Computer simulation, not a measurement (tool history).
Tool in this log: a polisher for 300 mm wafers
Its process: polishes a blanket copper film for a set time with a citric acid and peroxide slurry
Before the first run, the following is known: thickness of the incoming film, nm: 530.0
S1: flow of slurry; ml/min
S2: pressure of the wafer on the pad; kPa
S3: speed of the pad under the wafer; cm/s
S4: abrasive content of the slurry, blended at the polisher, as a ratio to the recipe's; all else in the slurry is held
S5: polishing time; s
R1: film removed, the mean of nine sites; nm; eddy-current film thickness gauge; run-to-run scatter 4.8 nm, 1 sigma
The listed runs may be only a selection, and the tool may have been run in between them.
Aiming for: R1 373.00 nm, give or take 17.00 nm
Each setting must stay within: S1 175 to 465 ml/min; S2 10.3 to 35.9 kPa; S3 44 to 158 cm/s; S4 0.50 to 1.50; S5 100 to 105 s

run  hour   S1    S2   S3    S4   S5      R1
  1   0.0  295  22.8  100  1.00  100  239.36
  2   5.7  295  25.5  100  1.00  100  263.10
  3  11.0  295  25.5  122  1.00  100  322.43
  4  16.9  295  25.5  122  1.00  100  328.04
  5  22.4  295  25.5  122  1.15  100  342.65
  6  26.5  295  25.5   96  1.15  100  267.73
  7  29.1  295  27.6   96  1.15  100  277.04
  8  37.6  295  29.6   98  1.15  100  308.63
  9  39.5  295  31.0   98  1.15  100  327.27
 10  48.0  295  31.7   98  1.15  100  336.72
 11  55.3  295  31.7   98  1.15  100  331.01
 12  57.8  295  32.4   98  1.15  100  348.56
 13  64.3  295  33.1   98  1.15  100  352.22
 14  68.7  295  33.8   98  1.15  100  351.14

Consider the 5 candidate settings below. Which is the only one whose results all fall within their allowed miss of target?
  A  73.1  375  26.9  102  1.45  100   ?
  B  73.1  295  35.9   88  1.15  100   ?
  C  73.1  310  35.9   82  1.25  105   ?
  D  73.1  295  31.0  112  1.20  100   ?
  E  73.1  210  31.0  102  1.05  100   ?

move      R1
   A  312.10
   B  333.61
   C  334.44
   D  369.77
   E  314.72
A: its largest miss is bigger than the last run's
B: its largest miss is bigger than the last run's
C: its largest miss is bigger than the last run's
D: hits every target within its allowed miss
E: its largest miss is bigger than the last run's
D is the move that brings every result within its allowed miss.
